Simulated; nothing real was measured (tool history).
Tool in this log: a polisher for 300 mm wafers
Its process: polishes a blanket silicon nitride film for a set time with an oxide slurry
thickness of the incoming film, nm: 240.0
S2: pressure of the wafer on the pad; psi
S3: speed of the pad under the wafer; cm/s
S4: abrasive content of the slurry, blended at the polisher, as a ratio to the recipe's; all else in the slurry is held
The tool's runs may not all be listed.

{"run": 1, "hour": 0.0, "flow of slurry (ml/min)": 165, "S2": 3.3, "S3": 132, "S4": 1.0, "polishing time (s)": 49, "film removed (angstrom)": 390.96}
{"run": 2, "hour": 8.4, "flow of slurry (ml/min)": 165, "S2": 3.3, "S3": 132, "S4": 1.0, "polishing time (s)": 49, "film removed (angstrom)": 391.09}
{"run": 3, "hour": 11.4, "flow of slurry (ml/min)": 165, "S2": 4.0, "S3": 132, "S4": 1.0, "polishing time (s)": 49, "film removed (angstrom)": 464.8}
{"run": 4, "hour": 16.0, "flow of slurry (ml/min)": 165, "S2": 4.0, "S3": 132, "S4": 1.0, "polishing time (s)": 49, "film removed (angstrom)": 466.19}
{"hour": 16.8, "done": "head pressure recalibrated"}
{"run": 5, "hour": 16.8, "flow of slurry (ml/min)": 165, "S2": 4.4, "S3": 132, "S4": 1.0, "polishing time (s)": 49, "film removed (angstrom)": 550.39}
{"run": 6, "hour": 24.1, "flow of slurry (ml/min)": 165, "S2": 4.4, "S3": 132, "S4": 1.0, "polishing time (s)": 49, "film removed (angstrom)": 554.4}
{"run": 7, "hour": 29.0, "flow of slurry (ml/min)": 170, "S2": 4.5, "S3": 132, "S4": 1.0, "polishing time (s)": 49, "film removed (angstrom)": 563.8}

What does the tool deliver on the next run?
{"run": 8, "hour": 31.5, "flow of slurry (ml/min)": 175, "S2": 4.6, "S3": 132, "S4": 1.0, "polishing time (s)": 49, "film removed (angstrom)": "?"}

For run 8 the tool returned film removed (angstrom) 582.11.

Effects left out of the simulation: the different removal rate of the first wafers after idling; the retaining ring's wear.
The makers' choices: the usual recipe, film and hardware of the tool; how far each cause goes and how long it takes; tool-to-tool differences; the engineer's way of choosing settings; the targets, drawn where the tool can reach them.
